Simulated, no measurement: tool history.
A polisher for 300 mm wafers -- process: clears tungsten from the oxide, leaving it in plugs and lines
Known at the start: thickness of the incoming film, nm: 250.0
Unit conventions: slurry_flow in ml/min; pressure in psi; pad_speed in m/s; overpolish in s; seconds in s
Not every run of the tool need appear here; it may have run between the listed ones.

{"run": 1, "hour": 0.0, "slurry_flow": 140, "pressure": 3.2, "pad_speed": 1.12, "slurry_solids": 1.0, "overpolish": 8, "seconds": 56.129}
{"run": 2, "hour": 7.2, "slurry_flow": 140, "pressure": 4.0, "pad_speed": 1.12, "slurry_solids": 1.0, "overpolish": 8, "seconds": 44.704}
{"run": 3, "hour": 13.9, "slurry_flow": 140, "pressure": 4.3, "pad_speed": 1.14, "slurry_solids": 1.0, "overpolish": 8, "seconds": 41.386}
{"run": 4, "hour": 17.2, "slurry_flow": 140, "pressure": 4.3, "pad_speed": 1.14, "slurry_solids": 1.0, "overpolish": 8, "seconds": 41.622}
{"run": 5, "hour": 18.8, "slurry_flow": 140, "pressure": 4.5, "pad_speed": 1.16, "slurry_solids": 1.0, "overpolish": 8, "seconds": 37.845}
{"run": 6, "hour": 24.6, "slurry_flow": 140, "pressure": 4.6, "pad_speed": 1.16, "slurry_solids": 1.0, "overpolish": 8, "seconds": 37.52}

Expected results for the next run?
{"run": 7, "hour": 29.2, "slurry_flow": 140, "pressure": 4.7, "pad_speed": 1.16, "slurry_solids": 1.0, "overpolish": 8, "seconds": "?"}

{"run 7": {"seconds": 37.474}}

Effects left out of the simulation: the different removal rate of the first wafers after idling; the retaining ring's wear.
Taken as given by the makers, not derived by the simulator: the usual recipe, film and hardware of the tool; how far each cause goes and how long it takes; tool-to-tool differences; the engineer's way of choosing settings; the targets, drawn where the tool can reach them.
